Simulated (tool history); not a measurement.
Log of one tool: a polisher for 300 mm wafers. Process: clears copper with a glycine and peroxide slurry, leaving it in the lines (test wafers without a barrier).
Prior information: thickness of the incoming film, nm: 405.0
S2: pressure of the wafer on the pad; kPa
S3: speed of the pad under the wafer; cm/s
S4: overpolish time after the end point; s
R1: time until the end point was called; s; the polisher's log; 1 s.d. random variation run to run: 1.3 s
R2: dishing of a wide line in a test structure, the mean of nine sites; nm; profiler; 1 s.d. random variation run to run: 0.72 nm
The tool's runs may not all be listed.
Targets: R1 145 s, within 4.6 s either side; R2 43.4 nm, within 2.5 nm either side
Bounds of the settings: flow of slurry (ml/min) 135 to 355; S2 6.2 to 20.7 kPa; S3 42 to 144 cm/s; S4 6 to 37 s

Run 1, day 0: flow of slurry (ml/min) 225, S2 13.1 kPa, S3 92 cm/s, S4 19 s. Result: R1 113.12 s, R2 37.928 nm.
Run 2, day 0.071: flow of slurry (ml/min) 220, S2 11.7 kPa, S3 92 cm/s, S4 22 s. Result: R1 124.05 s, R2 38.58 nm.
Run 3, day 0.225: flow of slurry (ml/min) 220, S2 9.7 kPa, S3 92 cm/s, S4 22 s. Result: R1 142.81 s, R2 35.095 nm.
Run 4, day 0.267: flow of slurry (ml/min) 220, S2 9.7 kPa, S3 92 cm/s, S4 24 s. Result: R1 143.59 s, R2 36.783 nm.
Run 5, day 0.629: flow of slurry (ml/min) 220, S2 9.7 kPa, S3 92 cm/s, S4 26 s. Result: R1 142.86 s, R2 39.403 nm.
Run 6, day 0.996: flow of slurry (ml/min) 220, S2 9.7 kPa, S3 92 cm/s, S4 20 s. Result: R1 142.74 s, R2 30.794 nm.
Run 7, day 1.35: flow of slurry (ml/min) 220, S2 9.7 kPa, S3 92 cm/s, S4 23 s. Result: R1 140.14 s, R2 35.006 nm.
Run 8, day 1.446: flow of slurry (ml/min) 220, S2 9.7 kPa, S3 92 cm/s, S4 25 s. Result: R1 140.16 s, R2 38.505 nm.
At day 1.817: slurry nozzle cleaned.
Run 9, day 1.817: flow of slurry (ml/min) 215, S2 9.7 kPa, S3 92 cm/s, S4 26 s. Result: R1 139.35 s, R2 39.902 nm.

Consider the 5 candidate settings below. Which is the only one whose results all fall within their allowed miss of target?
Run A, day 2.188: flow of slurry (ml/min) 210, S2 7.6 kPa, S3 108 cm/s, S4 32 s. Result: R1 ?, R2 ?.
Run B, day 2.188: flow of slurry (ml/min) 200, S2 9.7 kPa, S3 94 cm/s, S4 25 s. Result: R1 ?, R2 ?.
Run C, day 2.188: flow of slurry (ml/min) 205, S2 9 kPa, S3 94 cm/s, S4 30 s. Result: R1 ?, R2 ?.
Run D, day 2.188: flow of slurry (ml/min) 225, S2 10.3 kPa, S3 72 cm/s, S4 24 s. Result: R1 ?, R2 ?.
Run E, day 2.188: flow of slurry (ml/min) 210, S2 9.7 kPa, S3 100 cm/s, S4 33 s. Result: R1 ?, R2 ?.

move      R1      R2
   A  154.81  43.033
   B  141.04  38.733
   C  148.04  42.912
   D  150.08  35.995
   E  136.41  49.017
A: meets the target for the result that was furthest off, but another lies outside its allowed miss
B: moves away from the targets compared with the last run
C: hits every target within its allowed miss
D: moves away from the targets compared with the last run
E: the result that was furthest off in the last run now lies on the other side of its target
Go with C: it meets all targets.

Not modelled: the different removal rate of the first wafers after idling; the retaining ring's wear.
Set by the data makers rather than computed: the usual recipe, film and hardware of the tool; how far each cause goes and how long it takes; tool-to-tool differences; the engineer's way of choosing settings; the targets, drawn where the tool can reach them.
